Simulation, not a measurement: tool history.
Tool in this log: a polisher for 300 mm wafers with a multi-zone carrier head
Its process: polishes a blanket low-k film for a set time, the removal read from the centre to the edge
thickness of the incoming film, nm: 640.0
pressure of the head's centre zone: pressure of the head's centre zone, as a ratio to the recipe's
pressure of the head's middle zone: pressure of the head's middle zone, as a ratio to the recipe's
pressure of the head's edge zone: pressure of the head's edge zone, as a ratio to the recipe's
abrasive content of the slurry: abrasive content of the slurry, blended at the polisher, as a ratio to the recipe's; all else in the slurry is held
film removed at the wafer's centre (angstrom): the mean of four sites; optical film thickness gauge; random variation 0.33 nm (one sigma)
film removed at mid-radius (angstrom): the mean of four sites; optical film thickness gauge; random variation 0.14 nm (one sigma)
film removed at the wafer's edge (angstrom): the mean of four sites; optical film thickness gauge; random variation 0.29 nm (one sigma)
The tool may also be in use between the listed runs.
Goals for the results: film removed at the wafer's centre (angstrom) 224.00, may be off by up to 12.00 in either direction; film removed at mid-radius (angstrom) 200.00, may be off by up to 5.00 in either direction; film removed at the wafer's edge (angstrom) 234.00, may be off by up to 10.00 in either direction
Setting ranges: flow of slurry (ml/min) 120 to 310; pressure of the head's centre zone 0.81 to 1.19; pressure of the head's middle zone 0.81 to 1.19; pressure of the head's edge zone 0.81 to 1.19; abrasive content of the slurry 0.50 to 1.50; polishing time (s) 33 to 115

run	day	flow of slurry (ml/min)	pressure of the head's centre zone	pressure of the head's middle zone	pressure of the head's edge zone	abrasive content of the slurry	polishing time (s)	film removed at the wafer's centre (angstrom)	film removed at mid-radius (angstrom)	film removed at the wafer's edge (angstrom)
1	0.000	200	1.00	1.00	1.00	1.00	73	331.31	339.28	338.68
2	0.312	200	1.00	1.00	1.00	1.20	73	347.13	356.49	354.12
3	0.483	195	1.00	0.98	1.00	1.15	71	346.16	336.89	337.82
4	0.588	195	1.00	0.91	1.00	1.15	71	337.60	321.35	335.15
5	0.625	190	1.00	0.90	1.01	1.10	70	337.66	308.87	336.83
6	0.746	190	0.99	0.89	1.00	1.05	69	308.00	294.62	311.79
7	1.096	190	0.99	0.89	1.00	1.05	69	315.13	294.31	317.23
8	1.258	185	0.99	0.88	1.00	1.00	68	301.09	283.55	307.49
9	1.458	180	0.99	0.87	1.00	0.95	67	291.53	274.70	295.54
10	1.767	180	0.99	0.87	1.00	0.95	67	294.04	276.81	297.80
11	2.142	180	0.99	0.86	1.01	0.90	65	276.80	256.10	290.82
12	2.204	180	0.99	0.85	1.00	0.85	64	266.72	247.58	272.76
13	2.550	180	0.99	0.85	1.00	0.80	64	263.51	242.57	273.54

Which one of the following 4 next-run settings gets every result inside its allowed miss? There is exactly one.
A	2.896	180	0.90	1.04	0.81	1.15	59	?	?	?
B	2.896	195	0.99	0.83	1.06	0.65	56	?	?	?
C	2.896	280	1.06	0.96	1.08	0.75	52	?	?	?
D	2.896	195	0.93	1.04	1.05	0.65	66	?	?	?

move	film removed at the wafer's centre (angstrom)	film removed at mid-radius (angstrom)	film removed at the wafer's edge (angstrom)
A	250.34	295.00	253.29
B	219.05	198.53	233.46
C	233.23	224.73	233.92
D	246.24	282.49	273.09
A: further off than the last run
B: each result inside its tolerance
C: an improvement on the last run, though not all results are within tolerance
D: further off than the last run
Answer: B
